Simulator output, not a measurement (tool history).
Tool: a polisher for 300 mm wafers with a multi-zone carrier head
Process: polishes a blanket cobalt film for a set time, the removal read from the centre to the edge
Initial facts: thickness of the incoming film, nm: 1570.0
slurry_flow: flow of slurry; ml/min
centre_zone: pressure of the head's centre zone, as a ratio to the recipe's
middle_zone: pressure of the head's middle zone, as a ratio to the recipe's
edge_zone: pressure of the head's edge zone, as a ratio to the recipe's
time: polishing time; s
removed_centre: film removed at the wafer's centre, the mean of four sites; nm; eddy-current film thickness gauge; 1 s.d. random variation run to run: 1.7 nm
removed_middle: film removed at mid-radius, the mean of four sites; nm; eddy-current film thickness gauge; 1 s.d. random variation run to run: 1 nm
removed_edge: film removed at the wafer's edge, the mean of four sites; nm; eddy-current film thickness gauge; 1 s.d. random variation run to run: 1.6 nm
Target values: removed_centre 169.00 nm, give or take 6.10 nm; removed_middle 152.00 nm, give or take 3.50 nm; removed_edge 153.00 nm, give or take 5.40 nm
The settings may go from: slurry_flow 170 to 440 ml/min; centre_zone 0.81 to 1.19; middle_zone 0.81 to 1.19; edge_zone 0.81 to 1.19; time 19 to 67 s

run 1 day=0.000 | slurry_flow=280 centre_zone=1.00 middle_zone=1.00 edge_zone=1.00 time=43 | removed_centre=247.52 removed_middle=247.28 removed_edge=246.03
run 2 day=0.188 | slurry_flow=280 centre_zone=0.91 middle_zone=1.00 edge_zone=1.00 time=43 | removed_centre=224.85 removed_middle=246.19 removed_edge=242.73
run 3 day=0.400 | slurry_flow=330 centre_zone=0.91 middle_zone=1.00 edge_zone=1.00 time=43 | removed_centre=233.57 removed_middle=250.78 removed_edge=247.01
run 4 day=0.458 | slurry_flow=330 centre_zone=1.00 middle_zone=1.00 edge_zone=1.00 time=43 | removed_centre=254.42 removed_middle=249.25 removed_edge=245.75
run 5 day=0.562 | slurry_flow=340 centre_zone=0.99 middle_zone=0.98 edge_zone=0.97 time=39 | removed_centre=234.17 removed_middle=224.11 removed_edge=223.45
run 6 day=0.708 | slurry_flow=340 centre_zone=0.99 middle_zone=0.98 edge_zone=0.97 time=49 | removed_centre=285.43 removed_middle=278.12 removed_edge=282.95
run 7 day=0.742 | slurry_flow=345 centre_zone=0.98 middle_zone=0.97 edge_zone=0.95 time=44 | removed_centre=260.44 removed_middle=250.54 removed_edge=242.93
run 8 day=1.079 | slurry_flow=335 centre_zone=0.96 middle_zone=0.94 edge_zone=0.94 time=40 | removed_centre=231.20 removed_middle=221.07 removed_edge=221.87
run 9 day=1.183 | slurry_flow=330 centre_zone=0.95 middle_zone=0.92 edge_zone=0.92 time=37 | removed_centre=211.66 removed_middle=200.71 removed_edge=206.94
run 10 day=1.242 | slurry_flow=340 centre_zone=0.95 middle_zone=0.91 edge_zone=0.90 time=35 | removed_centre=200.16 removed_middle=189.88 removed_edge=196.45
run 11 day=1.421 | slurry_flow=340 centre_zone=0.95 middle_zone=0.91 edge_zone=0.90 time=35 | removed_centre=198.84 removed_middle=188.41 removed_edge=193.78
run 12 day=1.600 | slurry_flow=340 centre_zone=0.95 middle_zone=0.91 edge_zone=0.90 time=35 | removed_centre=197.67 removed_middle=190.63 removed_edge=194.66
run 13 day=1.762 | slurry_flow=345 centre_zone=0.96 middle_zone=0.90 edge_zone=0.88 time=33 | removed_centre=190.48 removed_middle=174.00 removed_edge=183.43
run 14 day=2.133 | slurry_flow=295 centre_zone=0.99 middle_zone=0.95 edge_zone=0.81 time=27 | removed_centre=161.04 removed_middle=147.83 removed_edge=141.74
run 15 day=2.338 | slurry_flow=295 centre_zone=0.99 middle_zone=0.95 edge_zone=0.81 time=27 | removed_centre=155.75 removed_middle=149.04 removed_edge=139.15

Exercise: of the 5 proposed moves below, exactly one satisfies all targets within the stated allowed misses. Which move is it?
run A day=2.542 | slurry_flow=310 centre_zone=0.85 middle_zone=0.92 edge_zone=0.90 time=27 | removed_centre=? removed_middle=? removed_edge=?
run B day=2.542 | slurry_flow=325 centre_zone=0.94 middle_zone=0.89 edge_zone=0.88 time=30 | removed_centre=? removed_middle=? removed_edge=?
run C day=2.542 | slurry_flow=265 centre_zone=1.00 middle_zone=0.97 edge_zone=0.84 time=29 | removed_centre=? removed_middle=? removed_edge=?
run D day=2.542 | slurry_flow=345 centre_zone=0.97 middle_zone=0.88 edge_zone=0.81 time=29 | removed_centre=? removed_middle=? removed_edge=?
run E day=2.542 | slurry_flow=330 centre_zone=1.16 middle_zone=1.02 edge_zone=0.81 time=24 | removed_centre=? removed_middle=? removed_edge=?

move=A removed_centre=135.08 removed_middle=145.89 removed_edge=148.82
move=B removed_centre=166.90 removed_middle=158.33 removed_edge=164.29
move=C removed_centre=167.93 removed_middle=161.03 removed_edge=152.92
move=D removed_centre=167.49 removed_middle=152.42 removed_edge=153.70
move=E removed_centre=165.43 removed_middle=142.03 removed_edge=126.58
A: brings the result that was furthest off to its target, and leaves another outside
B: carries the result that was furthest off beyond its target, to the other side
C: brings the result that was furthest off to its target, and leaves another outside
D: each result inside its tolerance
E: lands further from the targets than the last run did
The right move is D.
